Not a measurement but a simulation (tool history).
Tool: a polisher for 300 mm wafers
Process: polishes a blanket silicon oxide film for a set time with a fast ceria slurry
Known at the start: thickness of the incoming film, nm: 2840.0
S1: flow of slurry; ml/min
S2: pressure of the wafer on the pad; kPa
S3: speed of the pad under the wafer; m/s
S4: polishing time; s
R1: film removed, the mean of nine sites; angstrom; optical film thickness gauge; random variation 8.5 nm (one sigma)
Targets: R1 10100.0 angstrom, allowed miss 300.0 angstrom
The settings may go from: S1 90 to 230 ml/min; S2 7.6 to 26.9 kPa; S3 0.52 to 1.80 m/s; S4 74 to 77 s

| run | hour | S1 | S2 | S3 | S4 | R1 |
|---|---|---|---|---|---|---|
| 1 | 0.0 | 150 | 17.2 | 1.16 | 74 | 13849.0 |
| 2 | 6.4 | 120 | 17.2 | 1.16 | 74 | 13430.0 |
| 3 | 11.0 | 120 | 17.2 | 1.16 | 74 | 13491.0 |
| 4 | 16.4 | 120 | 15.9 | 1.16 | 74 | 12821.0 |
| 5 | 24.5 | 95 | 15.9 | 1.16 | 74 | 12268.0 |
| 6 | 25.5 | 95 | 14.5 | 1.16 | 74 | 11617.0 |
| 7 | 32.7 | 95 | 13.8 | 1.16 | 74 | 11044.0 |
| 8 | 34.4 | 95 | 13.1 | 1.16 | 74 | 10690.0 |

Which of these 5 next moves meets every target?
| A | 36.1 | 110 | 13.1 | 1.08 | 74 | ? |
| B | 36.1 | 110 | 17.9 | 0.92 | 74 | ? |
| C | 36.1 | 100 | 13.1 | 1.02 | 74 | ? |
| D | 36.1 | 135 | 13.1 | 1.04 | 77 | ? |
| E | 36.1 | 90 | 15.2 | 1.12 | 74 | ? |

| move | R1 |
|---|---|
| A | 10183.0 |
| B | 10983.0 |
| C | 9503.7 |
| D | 10510.0 |
| E | 11379.0 |
A: meets every target
B: further off than the last run
C: takes the result that was furthest off past its target
D: nearer than the last run, and not there yet
E: further off than the last run
The right move is A.
